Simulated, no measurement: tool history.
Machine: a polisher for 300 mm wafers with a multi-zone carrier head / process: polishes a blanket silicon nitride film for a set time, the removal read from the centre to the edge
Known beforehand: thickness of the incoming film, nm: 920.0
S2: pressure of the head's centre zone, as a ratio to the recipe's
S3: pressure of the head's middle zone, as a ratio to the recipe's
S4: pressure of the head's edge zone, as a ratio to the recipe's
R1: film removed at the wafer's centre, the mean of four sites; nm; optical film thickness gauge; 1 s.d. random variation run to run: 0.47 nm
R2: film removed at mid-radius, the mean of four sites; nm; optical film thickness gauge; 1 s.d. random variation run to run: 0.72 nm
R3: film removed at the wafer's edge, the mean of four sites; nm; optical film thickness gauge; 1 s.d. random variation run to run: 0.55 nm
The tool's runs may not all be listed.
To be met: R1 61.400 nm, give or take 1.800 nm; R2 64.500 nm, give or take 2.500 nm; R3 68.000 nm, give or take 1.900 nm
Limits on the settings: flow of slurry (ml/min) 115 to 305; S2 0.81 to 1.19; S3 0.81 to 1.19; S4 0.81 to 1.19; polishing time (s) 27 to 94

run 1 day=0.000 | flow_of_slurry_(ml/min)=195 S2=1.00 S3=1.00 S4=1.00 polishing_time_(s)=60 | R1=112.110 R2=108.140 R3=109.430
run 2 day=0.171 | flow_of_slurry_(ml/min)=195 S2=1.00 S3=1.00 S4=1.07 polishing_time_(s)=60 | R1=110.890 R2=108.730 R3=111.520
run 3 day=0.350 | flow_of_slurry_(ml/min)=185 S2=0.97 S3=0.99 S4=1.04 polishing_time_(s)=53 | R1=95.014 R2=96.941 R3=96.641
run 4 day=0.429 | flow_of_slurry_(ml/min)=175 S2=0.94 S3=0.95 S4=1.03 polishing_time_(s)=49 | R1=83.430 R2=84.788 R3=89.383
run 5 day=0.717 | flow_of_slurry_(ml/min)=170 S2=0.92 S3=0.94 S4=1.00 polishing_time_(s)=46 | R1=77.547 R2=77.909 R3=81.936
run 6 day=0.762 | flow_of_slurry_(ml/min)=170 S2=0.92 S3=0.86 S4=1.00 polishing_time_(s)=46 | R1=77.328 R2=70.722 R3=83.009
run 7 day=1.071 | flow_of_slurry_(ml/min)=160 S2=0.89 S3=0.87 S4=0.97 polishing_time_(s)=45 | R1=72.482 R2=70.995 R3=79.504
run 8 day=1.362 | flow_of_slurry_(ml/min)=155 S2=0.87 S3=0.87 S4=0.94 polishing_time_(s)=44 | R1=69.110 R2=68.729 R3=76.206
run 9 day=1.479 | flow_of_slurry_(ml/min)=150 S2=0.86 S3=0.87 S4=0.91 polishing_time_(s)=44 | R1=68.549 R2=68.860 R3=74.326
run 10 day=1.742 | flow_of_slurry_(ml/min)=145 S2=0.85 S3=0.87 S4=0.90 polishing_time_(s)=43 | R1=64.628 R2=67.026 R3=71.769
run 11 day=1.808 | flow_of_slurry_(ml/min)=140 S2=0.85 S3=0.87 S4=0.89 polishing_time_(s)=43 | R1=64.550 R2=66.262 R3=71.865
run 12 day=2.179 | flow_of_slurry_(ml/min)=135 S2=0.85 S3=0.87 S4=0.87 polishing_time_(s)=43 | R1=64.947 R2=67.683 R3=70.900
run 13 day=2.400 | flow_of_slurry_(ml/min)=135 S2=0.84 S3=0.86 S4=0.86 polishing_time_(s)=43 | R1=64.479 R2=65.231 R3=69.777
run 14 day=2.696 | flow_of_slurry_(ml/min)=120 S2=0.81 S3=0.88 S4=0.84 polishing_time_(s)=42 | R1=59.102 R2=63.729 R3=67.451

Next run, 5 choices. One meets every target within its allowed miss, the rest don't. Which?
run A day=2.992 | flow_of_slurry_(ml/min)=115 S2=0.81 S3=0.87 S4=0.92 polishing_time_(s)=44 | R1=? R2=? R3=?
run B day=2.992 | flow_of_slurry_(ml/min)=130 S2=0.83 S3=0.87 S4=0.83 polishing_time_(s)=42 | R1=? R2=? R3=?
run C day=2.992 | flow_of_slurry_(ml/min)=180 S2=0.81 S3=0.87 S4=0.92 polishing_time_(s)=38 | R1=? R2=? R3=?
run D day=2.992 | flow_of_slurry_(ml/min)=120 S2=0.85 S3=0.83 S4=0.88 polishing_time_(s)=41 | R1=? R2=? R3=?
run E day=2.992 | flow_of_slurry_(ml/min)=115 S2=0.81 S3=0.87 S4=0.82 polishing_time_(s)=41 | R1=? R2=? R3=?

move=A R1=60.723 R2=66.012 R3=72.896
move=B R1=60.570 R2=64.095 R3=67.461
move=C R1=56.034 R2=60.447 R3=65.663
move=D R1=59.794 R2=59.525 R3=66.977
move=E R1=56.583 R2=61.519 R3=64.744
A: meets the target for the result that was furthest off, but another lies outside its allowed miss
B: each result inside its tolerance
C: the biggest miss grows against the last run
D: meets the target for the result that was furthest off, but another lies outside its allowed miss
E: the biggest miss grows against the last run
B meets every target.
